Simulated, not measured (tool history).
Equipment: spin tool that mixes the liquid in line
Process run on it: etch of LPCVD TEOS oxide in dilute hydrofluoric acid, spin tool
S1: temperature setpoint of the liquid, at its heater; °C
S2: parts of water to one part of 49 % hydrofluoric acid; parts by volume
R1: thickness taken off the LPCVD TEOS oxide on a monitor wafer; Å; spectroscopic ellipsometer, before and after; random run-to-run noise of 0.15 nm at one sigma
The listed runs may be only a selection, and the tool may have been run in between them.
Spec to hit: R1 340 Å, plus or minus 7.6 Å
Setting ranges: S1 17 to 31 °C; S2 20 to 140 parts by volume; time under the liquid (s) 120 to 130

Run 1, day 0: S1 23 °C, S2 75 parts by volume, time under the liquid (s) 120. Result: R1 638.75 Å.
Run 2, day 0.367: S1 21 °C, S2 85 parts by volume, time under the liquid (s) 120. Result: R1 510.38 Å.
Run 3, day 0.462: S1 20 °C, S2 90 parts by volume, time under the liquid (s) 120. Result: R1 458.95 Å.
Run 4, day 0.7: S1 17 °C, S2 90 parts by volume, time under the liquid (s) 120. Result: R1 406.35 Å.
Run 5, day 0.762: S1 17 °C, S2 90 parts by volume, time under the liquid (s) 130. Result: R1 438.18 Å.
Run 6, day 0.946: S1 17 °C, S2 95 parts by volume, time under the liquid (s) 130. Result: R1 415.07 Å.
Run 7, day 1.05: S1 17 °C, S2 95 parts by volume, time under the liquid (s) 130. Result: R1 418.03 Å.
Run 8, day 1.279: S1 17 °C, S2 110 parts by volume, time under the liquid (s) 130. Result: R1 350.47 Å.

Exactly one of the 4 candidate moves below puts every result within its allowed miss. Which one?
Run A, day 1.508: S1 17 °C, S2 110 parts by volume, time under the liquid (s) 120. Result: R1 ?.
Run B, day 1.508: S1 18 °C, S2 105 parts by volume, time under the liquid (s) 120. Result: R1 ?.
Run C, day 1.508: S1 18 °C, S2 110 parts by volume, time under the liquid (s) 120. Result: R1 ?.
Run D, day 1.508: S1 17 °C, S2 105 parts by volume, time under the liquid (s) 125. Result: R1 ?.

move      R1
   A  324.26
   B  356.06
   C  338.09
   D  355.68
A: carries the result that was furthest off beyond its target, to the other side
B: further off than the last run
C: meets every target
D: further off than the last run
The move that meets every target is C.
